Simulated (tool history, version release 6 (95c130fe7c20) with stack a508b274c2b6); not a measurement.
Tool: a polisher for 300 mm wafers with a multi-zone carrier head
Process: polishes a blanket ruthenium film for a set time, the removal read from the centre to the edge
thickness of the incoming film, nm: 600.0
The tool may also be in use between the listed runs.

run,day,flow of slurry (ml/min),pressure of the head's centre zone,pressure of the head's middle zone,pressure of the head's edge zone,polishing time (s),film removed at the wafer's centre (nm),film removed at mid-radius (nm),film removed at the wafer's edge (nm)
1,0,130,1,1,1,59,34.856,34.532,35.307
2,0.025,160,1,1,1,59,36.295,36.697,36.748
3,0.262,150,0.98,0.99,1.03,59,35.255,35.847,36.876
4,0.496,145,0.96,0.98,1.05,59,33.739,36.422,37.705
5,0.725,140,0.96,0.96,1.06,59,33.861,35.409,37.577
6,0.75,140,0.96,0.96,1.01,59,33.926,34.64,36.743
7,0.812,140,0.95,0.95,1.02,59,33.472,34.868,36.417

The next listed run, before its measurement:
8,1.067,140,0.95,0.93,1.04,59,?,?,?

Run 8 gave film removed at the wafer's centre (nm) 33.867, film removed at mid-radius (nm) 33.672, film removed at the wafer's edge (nm) 37.148.
